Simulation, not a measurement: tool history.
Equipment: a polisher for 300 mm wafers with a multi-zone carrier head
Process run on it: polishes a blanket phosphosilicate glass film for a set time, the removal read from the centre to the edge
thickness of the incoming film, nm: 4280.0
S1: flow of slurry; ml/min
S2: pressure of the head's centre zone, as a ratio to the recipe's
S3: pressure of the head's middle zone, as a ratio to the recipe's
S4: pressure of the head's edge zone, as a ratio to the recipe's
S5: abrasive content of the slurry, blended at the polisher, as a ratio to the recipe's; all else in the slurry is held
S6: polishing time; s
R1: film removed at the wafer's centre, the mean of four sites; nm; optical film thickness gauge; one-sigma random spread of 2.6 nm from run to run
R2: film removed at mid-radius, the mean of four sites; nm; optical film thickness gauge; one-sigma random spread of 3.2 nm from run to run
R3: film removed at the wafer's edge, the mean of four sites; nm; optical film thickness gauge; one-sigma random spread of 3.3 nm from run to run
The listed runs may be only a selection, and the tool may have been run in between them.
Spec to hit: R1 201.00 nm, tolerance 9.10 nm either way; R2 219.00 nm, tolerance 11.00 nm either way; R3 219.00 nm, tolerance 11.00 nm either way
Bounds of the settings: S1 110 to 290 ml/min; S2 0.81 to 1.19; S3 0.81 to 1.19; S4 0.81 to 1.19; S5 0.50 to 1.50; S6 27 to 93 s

Run 1, hour 0.0: S1 185 ml/min, S2 1.00, S3 1.00, S4 1.00, S5 1.00, S6 59 s. Result: R1 292.02 nm, R2 280.58 nm, R3 288.74 nm.
Run 2, hour 0.7: S1 185 ml/min, S2 1.00, S3 1.00, S4 1.00, S5 1.00, S6 73 s. Result: R1 351.18 nm, R2 350.35 nm, R3 351.83 nm.
Run 3, hour 8.7: S1 185 ml/min, S2 1.00, S3 1.00, S4 1.07, S5 1.00, S6 73 s. Result: R1 361.33 nm, R2 343.14 nm, R3 363.92 nm.
Run 4, hour 16.2: S1 185 ml/min, S2 1.00, S3 1.00, S4 1.07, S5 0.85, S6 73 s. Result: R1 328.21 nm, R2 310.57 nm, R3 335.79 nm.
Run 5, hour 17.1: S1 185 ml/min, S2 1.00, S3 1.00, S4 1.07, S5 0.85, S6 85 s. Result: R1 383.77 nm, R2 365.71 nm, R3 392.32 nm.
Run 6, hour 22.1: S1 185 ml/min, S2 0.99, S3 1.00, S4 1.06, S5 0.80, S6 83 s. Result: R1 362.78 nm, R2 354.83 nm, R3 355.03 nm.
Run 7, hour 28.6: S1 180 ml/min, S2 0.97, S3 0.99, S4 1.07, S5 0.75, S6 81 s. Result: R1 338.58 nm, R2 331.62 nm, R3 343.39 nm.
Run 8, hour 30.2: S1 175 ml/min, S2 0.96, S3 0.99, S4 1.07, S5 0.70, S6 79 s. Result: R1 302.90 nm, R2 307.28 nm, R3 320.89 nm.
Run 9, hour 38.5: S1 175 ml/min, S2 0.95, S3 0.98, S4 1.06, S5 0.70, S6 78 s. Result: R1 301.42 nm, R2 296.80 nm, R3 308.85 nm.
Run 10, hour 43.3: S1 170 ml/min, S2 0.94, S3 0.98, S4 1.06, S5 0.70, S6 77 s. Result: R1 291.21 nm, R2 298.09 nm, R3 315.60 nm.
Run 11, hour 46.8: S1 170 ml/min, S2 0.93, S3 0.98, S4 1.05, S5 0.70, S6 76 s. Result: R1 281.55 nm, R2 290.98 nm, R3 311.81 nm.
Run 12, hour 53.8: S1 165 ml/min, S2 0.92, S3 1.03, S4 0.95, S5 0.50, S6 60 s. Result: R1 178.28 nm, R2 192.27 nm, R3 183.82 nm.
Run 13, hour 59.1: S1 170 ml/min, S2 0.92, S3 1.03, S4 0.96, S5 0.50, S6 60 s. Result: R1 181.06 nm, R2 189.77 nm, R3 185.81 nm.
Run 14, hour 65.2: S1 170 ml/min, S2 0.92, S3 1.03, S4 0.97, S5 0.50, S6 60 s. Result: R1 182.45 nm, R2 188.46 nm, R3 187.64 nm.

Exactly one of the 5 candidate moves below puts every result within its allowed miss. Which one?
Run A, hour 71.3: S1 165 ml/min, S2 0.87, S3 1.03, S4 0.98, S5 0.50, S6 63 s. Result: R1 ?, R2 ?, R3 ?.
Run B, hour 71.3: S1 185 ml/min, S2 0.91, S3 1.05, S4 1.04, S5 0.50, S6 67 s. Result: R1 ?, R2 ?, R3 ?.
Run C, hour 71.3: S1 115 ml/min, S2 0.81, S3 1.06, S4 0.91, S5 0.55, S6 67 s. Result: R1 ?, R2 ?, R3 ?.
Run D, hour 71.3: S1 150 ml/min, S2 0.86, S3 1.11, S4 0.92, S5 0.55, S6 62 s. Result: R1 ?, R2 ?, R3 ?.
Run E, hour 71.3: S1 175 ml/min, S2 0.85, S3 0.95, S4 1.05, S5 0.65, S6 55 s. Result: R1 ?, R2 ?, R3 ?.

move      R1      R2      R3
   A  177.98  200.75  197.53
   B  201.42  219.71  218.33
   C  176.69  220.25  208.18
   D  181.79  219.45  199.12
   E  180.86  196.96  211.90
A: moves toward the targets from the last run without getting all of them in spec
B: in spec on every target
C: gets the furthest-off result to its target, but another result is out of tolerance
D: moves toward the targets from the last run without getting all of them in spec
E: gets the furthest-off result to its target, but another result is out of tolerance
The right move is B.
